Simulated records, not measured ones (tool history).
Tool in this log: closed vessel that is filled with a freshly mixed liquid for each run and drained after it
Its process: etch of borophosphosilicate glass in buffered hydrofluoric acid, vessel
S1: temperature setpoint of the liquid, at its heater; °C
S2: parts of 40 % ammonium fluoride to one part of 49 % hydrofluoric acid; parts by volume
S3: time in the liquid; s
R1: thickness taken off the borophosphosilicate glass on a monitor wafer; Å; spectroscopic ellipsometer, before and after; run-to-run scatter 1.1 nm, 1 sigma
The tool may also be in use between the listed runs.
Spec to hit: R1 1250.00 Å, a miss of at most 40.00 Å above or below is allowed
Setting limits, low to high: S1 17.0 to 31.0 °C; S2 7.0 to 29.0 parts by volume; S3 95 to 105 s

| run | hour | S1 | S2 | S3 | R1 |
|---|---|---|---|---|---|
| 1 | 0.0 | 23.0 | 18.0 | 95 | 558.08 |
| 2 | 4.2 | 23.0 | 20.5 | 95 | 495.56 |
| 3 | 7.3 | 25.0 | 18.0 | 95 | 612.39 |
| 4 | 16.2 | 25.0 | 14.0 | 95 | 785.70 |
|  | 24.8 | thermometer replaced |
| 5 | 24.8 | 26.5 | 13.0 | 95 | 1013.40 |
| 6 | 33.5 | 26.5 | 13.0 | 105 | 1108.50 |
| 7 | 40.0 | 27.0 | 13.0 | 105 | 1140.40 |
| 8 | 43.8 | 27.5 | 13.0 | 105 | 1191.90 |
| 9 | 45.0 | 28.0 | 13.0 | 105 | 1198.40 |

Next run, 5 choices. One meets every target within its allowed miss, the rest don't. Which?
| A | 46.2 | 28.0 | 12.0 | 95 | ? |
| B | 46.2 | 28.0 | 12.5 | 105 | ? |
| C | 46.2 | 31.0 | 15.5 | 100 | ? |
| D | 46.2 | 28.5 | 13.0 | 95 | ? |
| E | 46.2 | 26.5 | 12.5 | 105 | ? |

| move | R1 |
|---|---|
| A | 1191.90 |
| B | 1265.60 |
| C | 1141.10 |
| D | 1131.10 |
| E | 1169.00 |
A: its largest miss is bigger than the last run's
B: hits every target within its allowed miss
C: its largest miss is bigger than the last run's
D: its largest miss is bigger than the last run's
E: its largest miss is bigger than the last run's
B is the move that brings every result within its allowed miss.
